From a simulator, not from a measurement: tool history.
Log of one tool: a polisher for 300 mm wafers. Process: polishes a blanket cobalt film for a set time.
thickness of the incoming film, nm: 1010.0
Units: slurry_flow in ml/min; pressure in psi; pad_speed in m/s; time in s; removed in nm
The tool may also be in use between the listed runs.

{"run": 1, "hour": 0.0, "slurry_flow": 160, "pressure": 1.2, "pad_speed": 0.78, "time": 65, "removed": 154.58}
{"run": 2, "hour": 2.3, "slurry_flow": 160, "pressure": 1.2, "pad_speed": 0.78, "time": 68, "removed": 163.44}
{"run": 3, "hour": 9.4, "slurry_flow": 135, "pressure": 1.2, "pad_speed": 0.78, "time": 68, "removed": 156.35}
{"run": 4, "hour": 14.8, "slurry_flow": 160, "pressure": 1.2, "pad_speed": 0.78, "time": 68, "removed": 161.99}
{"run": 5, "hour": 15.6, "slurry_flow": 160, "pressure": 1.2, "pad_speed": 0.78, "time": 68, "removed": 162.32}
{"hour": 18.0, "done": "head pressure recalibrated"}
{"run": 6, "hour": 18.0, "slurry_flow": 170, "pressure": 1.2, "pad_speed": 0.78, "time": 68, "removed": 155.41}
{"run": 7, "hour": 19.5, "slurry_flow": 160, "pressure": 1.2, "pad_speed": 0.78, "time": 68, "removed": 157.11}

Run 8 comes next. What will it give?
{"run": 8, "hour": 20.2, "slurry_flow": 160, "pressure": 1.3, "pad_speed": 0.78, "time": 68, "removed": "?"}

{"run 8": {"removed": 166.16}}

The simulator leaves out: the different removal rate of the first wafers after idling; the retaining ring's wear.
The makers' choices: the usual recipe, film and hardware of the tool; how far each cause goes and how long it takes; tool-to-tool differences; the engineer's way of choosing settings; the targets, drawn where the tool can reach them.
